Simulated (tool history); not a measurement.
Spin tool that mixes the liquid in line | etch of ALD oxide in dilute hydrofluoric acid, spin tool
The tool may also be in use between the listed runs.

run	hour	temperature setpoint of the liquid (°C)	parts of water to one part of 49 % hydrofluoric acid (parts by volume)	time under the liquid (s)	thickness taken off the ALD oxide on a monitor wafer (angstrom)
1	0.0	25.0	230	60	23.210
2	3.9	25.0	230	60	23.488
3	6.4	23.5	230	60	22.111
4	11.7	23.5	230	60	22.057
5	20.5	23.5	230	60	22.261
6	26.1	26.5	230	60	24.788
7	28.9	27.0	230	60	25.227
8	34.6	27.5	230	60	25.428

Run 9 comes next. What will it give?
9	37.5	28.0	230	60	?

Run 9 gave thickness taken off the ALD oxide on a monitor wafer (angstrom) 26.025.
